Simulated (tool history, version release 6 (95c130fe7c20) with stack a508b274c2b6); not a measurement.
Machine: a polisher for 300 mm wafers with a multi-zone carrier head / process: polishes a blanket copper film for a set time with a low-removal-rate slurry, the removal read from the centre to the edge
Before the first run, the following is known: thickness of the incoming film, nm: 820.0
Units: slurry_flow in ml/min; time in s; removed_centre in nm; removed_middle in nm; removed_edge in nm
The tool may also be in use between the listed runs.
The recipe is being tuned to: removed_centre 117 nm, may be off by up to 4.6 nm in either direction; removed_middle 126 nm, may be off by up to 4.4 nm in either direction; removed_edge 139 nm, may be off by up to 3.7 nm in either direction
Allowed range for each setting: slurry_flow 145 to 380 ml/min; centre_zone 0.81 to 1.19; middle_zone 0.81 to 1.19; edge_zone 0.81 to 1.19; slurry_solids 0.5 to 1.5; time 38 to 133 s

run,day,slurry_flow,centre_zone,middle_zone,edge_zone,slurry_solids,time,removed_centre,removed_middle,removed_edge
1,0,245,1,1,1,1,85,124.85,122.78,123.97
2,0.046,245,1,1,1.06,1,85,123.22,122.45,127
3,0.275,250,0.98,1,1.09,1.05,85,123.69,122.5,130.59
4,0.5,250,0.98,1,1.09,1.05,94,137.72,140.49,143.83
5,0.871,240,0.95,0.98,1.09,1.05,94,131.15,134.92,143.23
6,1.117,225,0.93,0.97,1.09,1.05,94,125.8,132.78,143.33
7,1.221,225,0.93,0.97,1.09,1.05,94,130.8,133.48,143.43
8,1.342,190,0.84,0.93,1.07,1,94,111.27,123.7,137.8

5 next moves are on the table. One of them brings every result within its allowed miss. Which?
A,1.462,205,0.95,0.92,1.04,1.05,93,?,?,?
B,1.462,170,0.89,0.98,1.12,0.95,90,?,?,?
C,1.462,165,0.92,1.06,1.02,1.05,93,?,?,?
D,1.462,230,0.83,0.93,1.09,1.05,89,?,?,?
E,1.462,190,0.85,0.89,1.01,1.05,97,?,?,?

move,removed_centre,removed_middle,removed_edge
A,127.09,123.22,137.54
B,109.82,119.87,132.99
C,118.69,133.4,132.72
D,107.93,120.79,136.26
E,117.04,123.96,140.34
A: pushes the last run's worst result past its target
B: moves away from the targets compared with the last run
C: brings the last run's worst result on target, with another outside its allowed miss
D: moves away from the targets compared with the last run
E: hits every target within its allowed miss
E is the move that brings every result within its allowed miss.
